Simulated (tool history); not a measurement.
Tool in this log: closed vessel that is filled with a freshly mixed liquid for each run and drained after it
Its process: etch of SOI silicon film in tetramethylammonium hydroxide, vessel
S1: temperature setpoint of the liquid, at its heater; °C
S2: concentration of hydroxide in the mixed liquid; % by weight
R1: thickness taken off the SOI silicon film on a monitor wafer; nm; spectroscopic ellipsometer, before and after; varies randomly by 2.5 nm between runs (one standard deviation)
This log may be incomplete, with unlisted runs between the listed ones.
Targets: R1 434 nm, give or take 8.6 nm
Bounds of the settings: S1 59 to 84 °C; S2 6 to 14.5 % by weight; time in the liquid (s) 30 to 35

{"run": 1, "day": 0.0, "S1": 72, "S2": 9.5, "time in the liquid (s)": 35, "R1": 302.57}
{"run": 2, "day": 0.071, "S1": 66.5, "S2": 9.5, "time in the liquid (s)": 35, "R1": 220.5}
{"run": 3, "day": 0.254, "S1": 66.5, "S2": 9.5, "time in the liquid (s)": 30, "R1": 189.73}
{"run": 4, "day": 0.492, "S1": 68.5, "S2": 9.5, "time in the liquid (s)": 30, "R1": 211.56}
{"run": 5, "day": 0.529, "S1": 72.5, "S2": 9.5, "time in the liquid (s)": 30, "R1": 271.23}
{"run": 6, "day": 0.6, "S1": 76, "S2": 9.5, "time in the liquid (s)": 30, "R1": 329.56}
{"run": 7, "day": 0.95, "S1": 76, "S2": 9.5, "time in the liquid (s)": 30, "R1": 326.34}
{"run": 8, "day": 1.075, "S1": 82, "S2": 9.5, "time in the liquid (s)": 30, "R1": 457.84}
{"run": 9, "day": 1.267, "S1": 81.5, "S2": 9.5, "time in the liquid (s)": 30, "R1": 448.41}

Which one of the following 5 next-run settings gets every result inside its allowed miss? There is exactly one.
{"run": "A", "day": 1.458, "S1": 79.5, "S2": 7.5, "time in the liquid (s)": 30, "R1": "?"}
{"run": "B", "day": 1.458, "S1": 82.5, "S2": 10, "time in the liquid (s)": 30, "R1": "?"}
{"run": "C", "day": 1.458, "S1": 83, "S2": 10, "time in the liquid (s)": 30, "R1": "?"}
{"run": "D", "day": 1.458, "S1": 81.5, "S2": 12, "time in the liquid (s)": 35, "R1": "?"}
{"run": "E", "day": 1.458, "S1": 82, "S2": 9.5, "time in the liquid (s)": 30, "R1": "?"}

move=A R1=434.87
move=B R1=464.16
move=C R1=477
move=D R1=480.15
move=E R1=461.15
A: every result lands within tolerance
B: misses by more than the last run did
C: misses by more than the last run did
D: misses by more than the last run did
E: misses by more than the last run did
Move A is the one to make.
